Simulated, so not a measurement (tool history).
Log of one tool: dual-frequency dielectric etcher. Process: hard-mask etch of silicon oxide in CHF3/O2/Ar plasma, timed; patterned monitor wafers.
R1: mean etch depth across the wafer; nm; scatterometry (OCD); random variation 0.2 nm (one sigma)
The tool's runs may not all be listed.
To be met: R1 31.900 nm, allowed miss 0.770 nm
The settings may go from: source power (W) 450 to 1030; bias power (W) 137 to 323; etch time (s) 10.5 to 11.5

{"run": 1, "hour": 0.0, "source power (W)": 740, "bias power (W)": 230, "etch time (s)": 11.5, "R1": 27.858}
{"run": 2, "hour": 4.9, "source power (W)": 740, "bias power (W)": 210, "etch time (s)": 11.5, "R1": 26.833}
{"run": 3, "hour": 13.9, "source power (W)": 800, "bias power (W)": 218, "etch time (s)": 11.5, "R1": 27.809}
{"run": 4, "hour": 17.2, "source power (W)": 890, "bias power (W)": 218, "etch time (s)": 11.5, "R1": 29.463}
{"run": 5, "hour": 22.7, "source power (W)": 890, "bias power (W)": 218, "etch time (s)": 10.5, "R1": 26.69}
{"run": 6, "hour": 25.4, "source power (W)": 910, "bias power (W)": 235, "etch time (s)": 10.5, "R1": 27.662}
{"run": 7, "hour": 32.2, "source power (W)": 930, "bias power (W)": 249, "etch time (s)": 10.5, "R1": 28.542}
{"run": 8, "hour": 35.4, "source power (W)": 950, "bias power (W)": 260, "etch time (s)": 10.5, "R1": 28.647}
{"run": 9, "hour": 39.3, "source power (W)": 1030, "bias power (W)": 292, "etch time (s)": 11.5, "R1": 33.481}
{"run": 10, "hour": 47.6, "source power (W)": 1010, "bias power (W)": 289, "etch time (s)": 11.5, "R1": 33.365}
{"run": 11, "hour": 50.7, "source power (W)": 990, "bias power (W)": 286, "etch time (s)": 11.5, "R1": 32.678}

Which of these 5 next moves meets every target?
{"run": "A", "hour": 53.8, "source power (W)": 1020, "bias power (W)": 278, "etch time (s)": 10.5, "R1": "?"}
{"run": "B", "hour": 53.8, "source power (W)": 930, "bias power (W)": 297, "etch time (s)": 11.5, "R1": "?"}
{"run": "C", "hour": 53.8, "source power (W)": 970, "bias power (W)": 296, "etch time (s)": 10.5, "R1": "?"}
{"run": "D", "hour": 53.8, "source power (W)": 950, "bias power (W)": 320, "etch time (s)": 10.5, "R1": "?"}
{"run": "E", "hour": 53.8, "source power (W)": 950, "bias power (W)": 249, "etch time (s)": 11.0, "R1": "?"}

move=A R1=30.111
move=B R1=32.267
move=C R1=29.958
move=D R1=30.309
move=E R1=29.807
A: takes the result that was furthest off past its target
B: meets every target
C: takes the result that was furthest off past its target
D: takes the result that was furthest off past its target
E: takes the result that was furthest off past its target
Move B is the one to make.
